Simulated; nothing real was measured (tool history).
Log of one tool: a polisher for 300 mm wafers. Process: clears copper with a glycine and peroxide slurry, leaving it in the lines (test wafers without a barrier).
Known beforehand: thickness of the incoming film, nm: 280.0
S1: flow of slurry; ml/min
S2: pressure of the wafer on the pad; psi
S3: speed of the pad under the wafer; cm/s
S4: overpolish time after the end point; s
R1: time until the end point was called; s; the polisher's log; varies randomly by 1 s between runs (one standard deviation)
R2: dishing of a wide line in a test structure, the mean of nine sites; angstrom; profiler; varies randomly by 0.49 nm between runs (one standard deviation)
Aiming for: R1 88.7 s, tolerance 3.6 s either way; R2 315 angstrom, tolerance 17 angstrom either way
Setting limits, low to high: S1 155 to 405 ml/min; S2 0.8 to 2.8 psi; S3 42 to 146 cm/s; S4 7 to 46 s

run	day	S1	S2	S3	S4	R1	R2
1	0	260	1.8	94	24	63.376	606.04
2	0.208	260	1.8	94	18	64.628	482.56
3	0.471	260	1.4	94	18	75.328	417.41
4	0.825	260	1.4	94	24	75.737	518.85
5	0.967	260	1	94	24	94.008	431.79
6	1.021	260	1	102	24	91.749	428.22
7	1.067	260	1	104	22	91.77	416.54
8	1.358	260	1	102	20	91.363	375.99
9	1.542	260	1	102	19	90.918	361.76
10	1.679	260	1	102	18	90.5	339.94
11	1.85	260	1	104	17	91.669	339.43

Pick the move, out of 5, that brings all results within their allowed miss; only one does.
A	2.021	275	0.9	102	17	?	?
B	2.021	205	0.9	110	15	?	?
C	2.021	225	1.1	102	15	?	?
D	2.021	245	1.1	108	18	?	?
E	2.021	225	1	106	20	?	?

move	R1	R2
A	96.802	318.41
B	97.619	283.39
C	87.483	313.96
D	84.545	376.18
E	91.562	382.91
A: gets the furthest-off result to its target, but another result is out of tolerance
B: takes the biggest miss from the last run beyond its target
C: all results land within tolerance of their targets
D: the biggest miss grows against the last run
E: the biggest miss grows against the last run
Move C is the one to make.

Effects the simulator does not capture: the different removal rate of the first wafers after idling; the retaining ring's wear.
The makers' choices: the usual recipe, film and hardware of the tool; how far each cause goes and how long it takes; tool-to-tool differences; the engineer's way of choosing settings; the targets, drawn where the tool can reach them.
